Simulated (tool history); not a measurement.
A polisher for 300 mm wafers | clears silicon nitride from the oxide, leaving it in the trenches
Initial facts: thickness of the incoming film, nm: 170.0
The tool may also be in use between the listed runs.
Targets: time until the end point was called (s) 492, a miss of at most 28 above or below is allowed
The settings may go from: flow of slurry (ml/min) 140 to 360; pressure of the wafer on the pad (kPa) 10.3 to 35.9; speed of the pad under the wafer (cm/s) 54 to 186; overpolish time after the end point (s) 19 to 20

run,hour,flow of slurry (ml/min),pressure of the wafer on the pad (kPa),speed of the pad under the wafer (cm/s),overpolish time after the end point (s),time until the end point was called (s)
1,0,230,22.8,118,19,170.36
2,1.6,230,22.8,118,20,165.02
3,4.1,225,20.7,106,20,211.12
4,6.6,225,18.6,100,20,237.33
5,9.7,225,17.2,92,20,275.62
6,16.9,225,17.2,120,20,210.81
7,19,220,15.9,110,20,250.75
8,21.6,205,10.3,76,20,552.72
9,22.5,205,10.3,76,20,556.35

Exercise: of the 5 proposed moves below, exactly one satisfies all targets within the stated allowed misses. Which move is it?
A,23.4,155,10.3,90,19,?
B,23.4,230,10.3,64,20,?
C,23.4,205,13.1,54,20,?
D,23.4,155,11.7,62,20,?
E,23.4,190,10.3,68,19,?

move,time until the end point was called (s)
A,501.59
B,657.34
C,625.95
D,636.11
E,635.78
A: all results land within tolerance of their targets
B: further off than the last run
C: further off than the last run
D: further off than the last run
E: further off than the last run
A is the move that brings every result within its allowed miss.
